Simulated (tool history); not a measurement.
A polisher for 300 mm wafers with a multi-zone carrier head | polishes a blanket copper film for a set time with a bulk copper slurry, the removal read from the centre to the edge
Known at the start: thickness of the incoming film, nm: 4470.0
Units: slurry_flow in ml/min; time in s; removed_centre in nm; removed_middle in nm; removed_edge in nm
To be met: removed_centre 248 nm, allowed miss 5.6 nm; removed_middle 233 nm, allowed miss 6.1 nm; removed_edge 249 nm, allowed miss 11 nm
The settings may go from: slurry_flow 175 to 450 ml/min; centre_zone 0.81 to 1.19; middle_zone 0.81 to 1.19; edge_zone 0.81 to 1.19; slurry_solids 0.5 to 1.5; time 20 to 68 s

run	hour	slurry_flow	centre_zone	middle_zone	edge_zone	slurry_solids	time	removed_centre	removed_middle	removed_edge
1	0	290	1	1	1	1	44	461.72	424.92	453.58
2	4.4	220	1	1	1	1	44	448.97	408.48	442.49
3	8.2	220	0.98	0.98	0.97	0.9	40	389.71	359.04	385.54
4	12.7	220	0.92	0.98	0.97	0.9	40	368.07	357.24	378.96
5	18.1	220	0.92	0.98	0.97	0.9	50	464.95	448.68	474.82
6	21	220	0.92	0.94	0.97	0.9	50	460.11	432.67	485.96
7	25.2	215	0.91	0.93	0.94	0.8	45	396.22	373.72	410.14
8	29.2	210	0.9	0.92	0.92	0.75	42	360.18	336.28	378.7
9	34.5	210	0.9	0.93	0.9	0.7	39	331.44	313.49	337.6
10	35.2	210	0.84	0.84	0.81	0.5	29	211.72	192.78	217.28
11	41.8	225	0.86	0.86	0.83	0.5	29	217.32	199.3	223.38
12	47.4	225	0.88	0.88	0.85	0.5	29	223.92	202.23	222.79
13	55	305	0.89	0.98	0.95	0.75	29	262.94	255.73	275.14

4 next moves are on the table. One of them brings every result within its allowed miss. Which?
A	62.6	385	0.81	0.85	0.99	0.85	28	?	?	?
B	62.6	305	0.89	0.88	1.06	0.85	28	?	?	?
C	62.6	305	0.92	0.82	1	0.55	31	?	?	?
D	62.6	250	0.92	0.95	0.91	1.1	25	?	?	?

move	removed_centre	removed_middle	removed_edge
A	247.32	235.04	282.33
B	260.15	236.69	287.1
C	262.7	219.77	274.79
D	248.62	235.33	250.13
A: brings the result that was furthest off to its target, and leaves another outside
B: brings the result that was furthest off to its target, and leaves another outside
C: takes the result that was furthest off past its target
D: meets every target
The right move is D.

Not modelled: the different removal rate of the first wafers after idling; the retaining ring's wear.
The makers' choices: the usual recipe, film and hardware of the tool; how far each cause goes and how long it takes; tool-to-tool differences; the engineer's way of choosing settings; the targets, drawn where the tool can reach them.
